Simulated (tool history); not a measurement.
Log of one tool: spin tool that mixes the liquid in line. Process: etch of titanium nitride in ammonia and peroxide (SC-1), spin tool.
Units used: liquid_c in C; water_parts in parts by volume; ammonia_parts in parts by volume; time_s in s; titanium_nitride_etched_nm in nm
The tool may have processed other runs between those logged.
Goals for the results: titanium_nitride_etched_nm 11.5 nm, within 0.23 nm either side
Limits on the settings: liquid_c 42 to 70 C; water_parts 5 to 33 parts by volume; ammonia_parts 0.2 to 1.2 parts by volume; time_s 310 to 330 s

run,day,liquid_c,water_parts,ammonia_parts,time_s,titanium_nitride_etched_nm
1,0,58,18.5,0.75,310,20.458
2,0.325,58,18.5,0.9,310,21.081
3,0.404,58,14.5,0.9,310,24.142
4,0.625,56,14.5,0.9,310,21.017
5,0.746,54.5,14.5,0.9,310,18.931
6,0.971,54.5,14.5,0.9,330,20.099
7,1.317,53,14.5,0.9,330,18.121
8,1.575,52,14.5,0.9,330,16.999
9,1.754,51,14.5,0.9,330,15.864
10,1.792,45,14.5,0.9,330,10.332
# day 1.821: heated supply line repaired
11,1.821,45.5,14.5,0.9,330,12.222

Which single option among these 5 for the next run brings every result within its allowed miss of target? Just one does.
A,1.85,49.5,20,0.8,330,?
B,1.85,44,13.5,1,330,?
C,1.85,45.5,13,0.95,330,?
D,1.85,48,20,1.2,310,?
E,1.85,47,15,0.85,325,?

move,titanium_nitride_etched_nm
A,13.302
B,11.543
C,13.007
D,12.064
E,12.977
A: the biggest miss grows against the last run
B: meets every target
C: the biggest miss grows against the last run
D: gains on the last run, yet a result remains outside its allowed miss
E: the biggest miss grows against the last run
Move B is the one to make.
